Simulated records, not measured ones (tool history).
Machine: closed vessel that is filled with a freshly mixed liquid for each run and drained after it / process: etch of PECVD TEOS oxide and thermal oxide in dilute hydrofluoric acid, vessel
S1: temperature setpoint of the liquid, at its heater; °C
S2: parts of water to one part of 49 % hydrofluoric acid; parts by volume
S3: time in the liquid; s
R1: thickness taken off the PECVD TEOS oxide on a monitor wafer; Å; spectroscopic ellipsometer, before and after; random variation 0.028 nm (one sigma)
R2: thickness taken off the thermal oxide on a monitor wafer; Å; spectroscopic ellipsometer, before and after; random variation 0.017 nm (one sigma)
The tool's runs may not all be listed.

run  hour    S1   S2   S3      R1      R2
  1   0.0  22.0  200  135  88.119  27.486
  2   1.1  21.5  205  135  83.206  26.101
  3   6.5  21.0  205  135  82.031  25.868
  4  10.8  20.5  210  135  78.173  24.897
  5  14.0  20.5  235  135  68.255  21.064
  6  22.6  20.5  280  135  55.142  17.014
  7  29.6  21.0  280  135  56.008  17.692
  8  34.2  21.5  280  135  56.430  17.866

Expected results for the next run?
  9  38.1  22.5  270  135   ?   ?

R1: 61.681 Å
R2: 19.410 Å
